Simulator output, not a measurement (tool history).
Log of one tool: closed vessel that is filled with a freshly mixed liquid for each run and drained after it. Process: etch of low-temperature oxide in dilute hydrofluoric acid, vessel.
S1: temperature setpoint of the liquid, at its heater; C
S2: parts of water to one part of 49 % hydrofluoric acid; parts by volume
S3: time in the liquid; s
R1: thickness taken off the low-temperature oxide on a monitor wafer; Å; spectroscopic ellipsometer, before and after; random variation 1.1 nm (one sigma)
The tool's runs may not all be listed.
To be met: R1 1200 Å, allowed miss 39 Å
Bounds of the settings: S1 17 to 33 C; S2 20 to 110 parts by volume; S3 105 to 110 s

| run | hour | S1 | S2 | S3 | R1 |
|---|---|---|---|---|---|
| 1 | 0 | 25 | 60 | 105 | 713.63 |
| 2 | 1.4 | 26.5 | 55 | 105 | 834.93 |
| 3 | 4.3 | 28 | 55 | 105 | 874.03 |
| 4 | 10.8 | 29 | 55 | 105 | 917.55 |
| 5 | 16.4 | 29.5 | 55 | 105 | 943.24 |
| 6 | 19.6 | 28 | 55 | 105 | 874.99 |
| 7 | 20.8 | 29 | 55 | 105 | 920.62 |
|  | 29.2 | thermometer replaced |
| 8 | 29.2 | 29.5 | 55 | 105 | 882.91 |
| 9 | 37.3 | 30 | 50 | 105 | 1021.8 |
| 10 | 41.8 | 30.5 | 50 | 105 | 1013.2 |
| 11 | 45.5 | 31 | 50 | 105 | 1033.1 |
| 12 | 52.2 | 31.5 | 50 | 105 | 1051.7 |

4 next moves are on the table. One of them brings every result within its allowed miss. Which?
| A | 58.9 | 32 | 60 | 105 | ? |
| B | 58.9 | 32 | 50 | 105 | ? |
| C | 58.9 | 32.5 | 45 | 110 | ? |
| D | 58.9 | 30.5 | 45 | 110 | ? |

| move | R1 |
|---|---|
| A | 888.25 |
| B | 1083.1 |
| C | 1295.9 |
| D | 1198.7 |
A: further off than the last run
B: nearer than the last run, and not there yet
C: takes the result that was furthest off past its target
D: meets every target
The right move is D.

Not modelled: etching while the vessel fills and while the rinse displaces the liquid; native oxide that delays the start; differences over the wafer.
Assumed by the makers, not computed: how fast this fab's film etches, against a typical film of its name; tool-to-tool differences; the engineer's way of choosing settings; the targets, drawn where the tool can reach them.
